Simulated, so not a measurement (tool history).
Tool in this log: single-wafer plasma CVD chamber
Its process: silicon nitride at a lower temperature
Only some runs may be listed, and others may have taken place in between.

run,hour,heater temperature setpoint (K),chamber pressure (Torr),RF power (kW),deposition time (s),mean film thickness on the monitor wafer (angstrom)
1,0.0,643.15,2.08,0.250,8.29,89.704
2,6.7,643.15,2.01,0.245,8.28,87.375
3,11.2,643.15,2.36,0.245,8.28,92.274
4,20.1,643.15,2.36,0.215,8.28,86.650
5,27.1,643.15,2.29,0.215,8.27,85.630
6,27.9,643.15,1.98,0.215,8.27,82.304
7,33.2,643.15,1.95,0.215,8.26,81.668
8,40.8,643.15,1.92,0.215,8.26,81.334

Expected results for the next run?
9,43.3,643.15,1.89,0.215,8.26,?

mean film thickness on the monitor wafer (angstrom): 81.047

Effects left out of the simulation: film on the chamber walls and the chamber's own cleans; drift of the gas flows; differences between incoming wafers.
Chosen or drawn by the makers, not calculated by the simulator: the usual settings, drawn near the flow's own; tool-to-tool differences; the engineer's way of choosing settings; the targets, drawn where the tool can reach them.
